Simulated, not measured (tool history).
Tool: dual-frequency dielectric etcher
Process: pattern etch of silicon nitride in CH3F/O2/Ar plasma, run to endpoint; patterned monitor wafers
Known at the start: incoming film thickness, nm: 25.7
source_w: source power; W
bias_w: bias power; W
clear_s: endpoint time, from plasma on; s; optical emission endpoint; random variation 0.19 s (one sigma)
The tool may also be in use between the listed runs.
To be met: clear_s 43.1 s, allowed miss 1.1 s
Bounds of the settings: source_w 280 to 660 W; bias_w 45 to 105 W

Run 1, hour 0: source_w 470 W, bias_w 75 W. Result: clear_s 36.295 s.
Run 2, hour 0.7: source_w 530 W, bias_w 75 W. Result: clear_s 34.639 s.
Run 3, hour 9.4: source_w 500 W, bias_w 73 W. Result: clear_s 35.832 s.
Run 4, hour 16.3: source_w 500 W, bias_w 65 W. Result: clear_s 37.154 s.
Run 5, hour 21.7: source_w 480 W, bias_w 64 W. Result: clear_s 37.94 s.
Run 6, hour 27.8: source_w 530 W, bias_w 64 W. Result: clear_s 35.925 s.
At hour 35.8: source power generator calibrated.
Run 7, hour 35.8: source_w 510 W, bias_w 63 W. Result: clear_s 36.605 s.
Run 8, hour 39.3: source_w 490 W, bias_w 62 W. Result: clear_s 37.443 s.
Run 9, hour 44.2: source_w 470 W, bias_w 61 W. Result: clear_s 38.062 s.
Run 10, hour 51.7: source_w 450 W, bias_w 60 W. Result: clear_s 38.934 s.
Run 11, hour 54.9: source_w 350 W, bias_w 54 W. Result: clear_s 44.746 s.

Which of these 5 next moves meets every target?
Run A, hour 58.1: source_w 310 W, bias_w 52 W. Result: clear_s ?.
Run B, hour 58.1: source_w 350 W, bias_w 60 W. Result: clear_s ?.
Run C, hour 58.1: source_w 280 W, bias_w 54 W. Result: clear_s ?.
Run D, hour 58.1: source_w 360 W, bias_w 47 W. Result: clear_s ?.
Run E, hour 58.1: source_w 360 W, bias_w 45 W. Result: clear_s ?.

move  clear_s
   A   47.442
   B   43.219
   C   49.264
   D   45.432
   E    45.91
A: further off than the last run
B: meets every target
C: further off than the last run
D: further off than the last run
E: further off than the last run
The right move is B.

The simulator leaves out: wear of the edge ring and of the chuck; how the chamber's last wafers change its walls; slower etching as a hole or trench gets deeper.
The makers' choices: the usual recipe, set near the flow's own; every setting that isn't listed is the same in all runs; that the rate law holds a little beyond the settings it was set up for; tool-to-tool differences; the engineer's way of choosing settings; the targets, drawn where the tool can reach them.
